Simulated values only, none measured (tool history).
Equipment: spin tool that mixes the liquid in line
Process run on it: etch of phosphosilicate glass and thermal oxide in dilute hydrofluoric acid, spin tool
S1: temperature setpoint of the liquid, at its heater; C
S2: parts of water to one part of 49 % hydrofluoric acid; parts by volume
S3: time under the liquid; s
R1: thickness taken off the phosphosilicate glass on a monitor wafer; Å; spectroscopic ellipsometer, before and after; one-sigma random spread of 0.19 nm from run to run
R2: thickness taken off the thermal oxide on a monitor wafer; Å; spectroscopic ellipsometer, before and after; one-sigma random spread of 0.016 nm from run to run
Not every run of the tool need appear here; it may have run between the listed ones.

| run | hour | S1 | S2 | S3 | R1 | R2 |
|---|---|---|---|---|---|---|
| 1 | 0.0 | 23.0 | 75 | 30 | 354.20 | 19.590 |
| 2 | 8.8 | 20.5 | 75 | 30 | 323.40 | 17.936 |
| 3 | 17.5 | 19.5 | 80 | 30 | 284.87 | 15.796 |
| 4 | 26.0 | 21.0 | 80 | 30 | 305.57 | 16.579 |
| 5 | 27.0 | 18.0 | 80 | 30 | 270.37 | 14.407 |
| 6 | 27.7 | 18.0 | 85 | 30 | 252.71 | 13.822 |

What will run 7 give?
| 7 | 30.2 | 18.0 | 90 | 30 | ? | ? |

Run 7 gave R1 233.09 Å, R2 12.939 Å.
